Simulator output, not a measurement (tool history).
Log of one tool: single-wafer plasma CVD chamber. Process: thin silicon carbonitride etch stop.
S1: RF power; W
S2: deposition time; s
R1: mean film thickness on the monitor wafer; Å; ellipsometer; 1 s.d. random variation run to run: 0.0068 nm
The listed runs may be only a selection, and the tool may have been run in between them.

{"run": 1, "hour": 0.0, "S1": 185, "S2": 7.33, "R1": 38.254}
{"run": 2, "hour": 5.1, "S1": 165, "S2": 7.33, "R1": 36.012}
{"run": 3, "hour": 9.9, "S1": 185, "S2": 7.33, "R1": 38.19}
{"run": 4, "hour": 18.5, "S1": 185, "S2": 6.9, "R1": 35.906}
{"run": 5, "hour": 26.9, "S1": 175, "S2": 6.82, "R1": 34.671}
{"run": 6, "hour": 33.4, "S1": 175, "S2": 7.55, "R1": 38.427}
{"run": 7, "hour": 42.1, "S1": 165, "S2": 7.34, "R1": 36.163}
{"run": 8, "hour": 46.8, "S1": 160, "S2": 7.19, "R1": 34.938}
{"run": 9, "hour": 48.2, "S1": 155, "S2": 7.08, "R1": 33.844}
{"run": 10, "hour": 56.6, "S1": 150, "S2": 7, "R1": 33.033}
{"run": 11, "hour": 63.6, "S1": 145, "S2": 6.94, "R1": 32.092}

The next listed run, before its measurement:
{"run": 12, "hour": 70.1, "S1": 140, "S2": 6.91, "R1": "?"}

R1: 31.449 Å

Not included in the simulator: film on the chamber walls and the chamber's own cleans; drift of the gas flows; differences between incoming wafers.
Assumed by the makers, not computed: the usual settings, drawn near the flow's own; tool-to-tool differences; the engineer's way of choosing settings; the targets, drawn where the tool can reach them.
